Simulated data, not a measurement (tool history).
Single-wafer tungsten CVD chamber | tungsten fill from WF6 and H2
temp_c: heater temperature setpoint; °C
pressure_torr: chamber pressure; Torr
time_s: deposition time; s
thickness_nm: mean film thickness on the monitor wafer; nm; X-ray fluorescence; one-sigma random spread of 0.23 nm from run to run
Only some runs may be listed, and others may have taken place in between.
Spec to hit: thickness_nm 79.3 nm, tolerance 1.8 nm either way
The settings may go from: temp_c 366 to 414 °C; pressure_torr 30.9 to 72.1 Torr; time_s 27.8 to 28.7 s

| run | hour | temp_c | pressure_torr | time_s | thickness_nm |
|---|---|---|---|---|---|
| 1 | 0 | 390 | 51.5 | 27.8 | 86.526 |
| 2 | 5.2 | 399 | 51.5 | 27.8 | 102.91 |
| 3 | 8.8 | 396 | 51.3 | 27.8 | 96.954 |
| 4 | 10.2 | 396 | 46.1 | 27.8 | 91.664 |
| 5 | 15.1 | 395 | 46 | 27.8 | 90.397 |
| 6 | 21.5 | 395 | 54.2 | 27.8 | 97.408 |
| 7 | 22.5 | 393 | 54.1 | 27.8 | 93.812 |
| 8 | 23.2 | 391 | 54 | 27.8 | 90.32 |
| 9 | 26.8 | 390 | 53.9 | 27.8 | 88.288 |
| 10 | 33.9 | 389 | 53.8 | 27.8 | 86.614 |
| 11 | 42.8 | 388 | 53.8 | 27.8 | 84.503 |

Which one of the following 4 next-run settings gets every result inside its allowed miss? There is exactly one.
| A | 51.7 | 385 | 58 | 28 | ? |
| B | 51.7 | 392 | 50.5 | 27.8 | ? |
| C | 51.7 | 390 | 49.3 | 27.8 | ? |
| D | 51.7 | 384 | 56.4 | 27.8 | ? |

| move | thickness_nm |
|---|---|
| A | 83.224 |
| B | 88.882 |
| C | 84.539 |
| D | 79.934 |
A: an improvement on the last run, though not all results are within tolerance
B: further off than the last run
C: no nearer and no further than the last run
D: each result inside its tolerance
Answer: D
